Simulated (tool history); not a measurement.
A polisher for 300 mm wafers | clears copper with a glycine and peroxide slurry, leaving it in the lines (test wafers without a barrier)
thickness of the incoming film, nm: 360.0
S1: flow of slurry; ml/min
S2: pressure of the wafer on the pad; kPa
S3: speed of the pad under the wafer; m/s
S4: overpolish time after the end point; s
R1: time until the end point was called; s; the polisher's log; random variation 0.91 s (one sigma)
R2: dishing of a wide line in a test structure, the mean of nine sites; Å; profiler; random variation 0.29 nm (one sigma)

run 1 hour=0 | S1=135 S2=22.1 S3=0.76 S4=21 | R1=66.965 R2=664.58
run 2 hour=1.6 | S1=135 S2=22.1 S3=0.76 S4=12 | R1=67.052 R2=421.54
run 3 hour=4.9 | S1=120 S2=18.6 S3=0.86 S4=10 | R1=72.133 R2=339.82
run 4 hour=10.7 | S1=120 S2=14.5 S3=0.86 S4=10 | R1=87.052 R2=285.65
run 5 hour=14 | S1=110 S2=13.8 S3=0.96 S4=9 | R1=84.154 R2=257.83
run 6 hour=16.7 | S1=100 S2=14.5 S3=1.02 S4=8 | R1=79.556 R2=249.94
run 7 hour=19.6 | S1=95 S2=15.2 S3=1.06 S4=7 | R1=75.22 R2=232.34
run 8 hour=25.3 | S1=95 S2=15.2 S3=1.08 S4=7 | R1=77.465 R2=233.5
run 9 hour=32 | S1=90 S2=15.9 S3=1.1 S4=7 | R1=72.97 R2=239.8

The next listed run, before its measurement:
run 10 hour=40.8 | S1=80 S2=15.2 S3=1.18 S4=6 | R1=? R2=?

{"run 10": {"R1": 73.652, "R2": 203.03}}
